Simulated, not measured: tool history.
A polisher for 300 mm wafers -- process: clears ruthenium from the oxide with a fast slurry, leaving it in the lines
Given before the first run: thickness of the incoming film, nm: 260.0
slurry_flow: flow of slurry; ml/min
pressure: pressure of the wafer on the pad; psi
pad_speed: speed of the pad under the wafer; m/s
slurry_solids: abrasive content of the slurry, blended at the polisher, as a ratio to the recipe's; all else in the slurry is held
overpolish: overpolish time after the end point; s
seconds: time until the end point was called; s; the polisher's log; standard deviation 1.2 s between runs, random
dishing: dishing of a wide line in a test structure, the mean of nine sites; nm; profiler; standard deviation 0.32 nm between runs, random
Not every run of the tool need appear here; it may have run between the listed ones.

{"run": 1, "hour": 0.0, "slurry_flow": 275, "pressure": 3.3, "pad_speed": 0.82, "slurry_solids": 1.0, "overpolish": 29, "seconds": 77.372, "dishing": 76.158}
{"run": 2, "hour": 5.4, "slurry_flow": 275, "pressure": 3.1, "pad_speed": 0.8, "slurry_solids": 1.0, "overpolish": 26, "seconds": 83.935, "dishing": 66.107}
{"run": 3, "hour": 8.1, "slurry_flow": 275, "pressure": 3.1, "pad_speed": 0.9, "slurry_solids": 1.0, "overpolish": 26, "seconds": 74.539, "dishing": 73.017}
{"run": 4, "hour": 10.2, "slurry_flow": 340, "pressure": 3.1, "pad_speed": 0.9, "slurry_solids": 1.0, "overpolish": 26, "seconds": 72.823, "dishing": 70.561}
{"run": 5, "hour": 14.3, "slurry_flow": 355, "pressure": 2.9, "pad_speed": 0.86, "slurry_solids": 1.0, "overpolish": 23, "seconds": 80.968, "dishing": 61.065}
{"run": 6, "hour": 22.1, "slurry_flow": 365, "pressure": 2.9, "pad_speed": 0.84, "slurry_solids": 0.9, "overpolish": 21, "seconds": 91.022, "dishing": 52.884}

Predict the results of run 7:
{"run": 7, "hour": 24.0, "slurry_flow": 375, "pressure": 2.7, "pad_speed": 0.84, "slurry_solids": 0.95, "overpolish": 19, "seconds": "?", "dishing": "?"}

seconds: 93.092 s
dishing: 45.842 nm
